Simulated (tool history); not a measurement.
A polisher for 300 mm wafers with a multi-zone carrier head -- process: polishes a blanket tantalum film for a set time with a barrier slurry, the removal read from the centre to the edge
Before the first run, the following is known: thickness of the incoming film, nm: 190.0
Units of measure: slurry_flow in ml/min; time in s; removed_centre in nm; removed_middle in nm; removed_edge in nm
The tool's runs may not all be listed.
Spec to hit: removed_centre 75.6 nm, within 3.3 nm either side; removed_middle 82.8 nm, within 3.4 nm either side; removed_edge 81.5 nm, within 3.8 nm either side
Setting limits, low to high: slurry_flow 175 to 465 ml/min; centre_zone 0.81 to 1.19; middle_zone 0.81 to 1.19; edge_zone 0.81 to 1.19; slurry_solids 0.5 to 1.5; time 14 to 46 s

Run 1, hour 0: slurry_flow 295 ml/min, centre_zone 1, middle_zone 1, edge_zone 1, slurry_solids 1, time 30 s. Result: removed_centre 60.64 nm, removed_middle 60.782 nm, removed_edge 61.974 nm.
Run 2, hour 6.4: slurry_flow 295 ml/min, centre_zone 1, middle_zone 1, edge_zone 1, slurry_solids 1, time 26 s. Result: removed_centre 52.384 nm, removed_middle 53.763 nm, removed_edge 54.2 nm.
Run 3, hour 9.4: slurry_flow 295 ml/min, centre_zone 1, middle_zone 1.03, edge_zone 1, slurry_solids 1, time 26 s. Result: removed_centre 52.761 nm, removed_middle 54.047 nm, removed_edge 53.777 nm.
Run 4, hour 12.2: slurry_flow 300 ml/min, centre_zone 0.99, middle_zone 1.05, edge_zone 1.01, slurry_solids 1.1, time 28 s. Result: removed_centre 59.123 nm, removed_middle 62.177 nm, removed_edge 58.223 nm.
Run 5, hour 21.1: slurry_flow 300 ml/min, centre_zone 0.99, middle_zone 1.05, edge_zone 1.01, slurry_solids 1.1, time 21 s. Result: removed_centre 43.661 nm, removed_middle 46.69 nm, removed_edge 44.241 nm.
Run 6, hour 24.6: slurry_flow 295 ml/min, centre_zone 0.97, middle_zone 1.04, edge_zone 1.02, slurry_solids 1.15, time 24 s. Result: removed_centre 51.233 nm, removed_middle 52.739 nm, removed_edge 50.397 nm.
Run 7, hour 31.6: slurry_flow 325 ml/min, centre_zone 0.87, middle_zone 1.1, edge_zone 1.12, slurry_solids 1.4, time 32 s. Result: removed_centre 66.972 nm, removed_middle 77.519 nm, removed_edge 74.26 nm.
Run 8, hour 38.2: slurry_flow 325 ml/min, centre_zone 0.88, middle_zone 1.1, edge_zone 1.13, slurry_solids 1.4, time 32 s. Result: removed_centre 67.741 nm, removed_middle 77.476 nm, removed_edge 76.037 nm.
Run 9, hour 43.2: slurry_flow 330 ml/min, centre_zone 0.89, middle_zone 1.11, edge_zone 1.14, slurry_solids 1.4, time 32 s. Result: removed_centre 67.081 nm, removed_middle 77.639 nm, removed_edge 75.711 nm.
Run 10, hour 44.7: slurry_flow 330 ml/min, centre_zone 0.9, middle_zone 1.11, edge_zone 1.14, slurry_solids 1.4, time 32 s. Result: removed_centre 68.353 nm, removed_middle 77.402 nm, removed_edge 76.55 nm.
Run 11, hour 50.1: slurry_flow 345 ml/min, centre_zone 0.96, middle_zone 1.15, edge_zone 1.18, slurry_solids 1.5, time 32 s. Result: removed_centre 72.294 nm, removed_middle 83.177 nm, removed_edge 79.3 nm.

Which of these 4 next moves meets every target?
Run A, hour 55.5: slurry_flow 335 ml/min, centre_zone 0.97, middle_zone 1.09, edge_zone 1.14, slurry_solids 1.5, time 33 s. Result: removed_centre ?, removed_middle ?, removed_edge ?.
Run B, hour 55.5: slurry_flow 415 ml/min, centre_zone 0.83, middle_zone 1.16, edge_zone 1.19, slurry_solids 1.45, time 33 s. Result: removed_centre ?, removed_middle ?, removed_edge ?.
Run C, hour 55.5: slurry_flow 375 ml/min, centre_zone 0.87, middle_zone 1.12, edge_zone 1.19, slurry_solids 1.35, time 33 s. Result: removed_centre ?, removed_middle ?, removed_edge ?.
Run D, hour 55.5: slurry_flow 320 ml/min, centre_zone 1.12, middle_zone 1.1, edge_zone 1, slurry_solids 1.5, time 32 s. Result: removed_centre ?, removed_middle ?, removed_edge ?.

move  removed_centre  removed_middle  removed_edge
   A          74.757          82.277        80.098
   B          69.532          87.525        82.358
   C          69.502          82.971        80.551
   D           78.45          80.005        72.501
A: every result lands within tolerance
B: its largest miss is bigger than the last run's
C: its largest miss is bigger than the last run's
D: gets the furthest-off result to its target, but another result is out of tolerance
Go with A: it meets all targets.
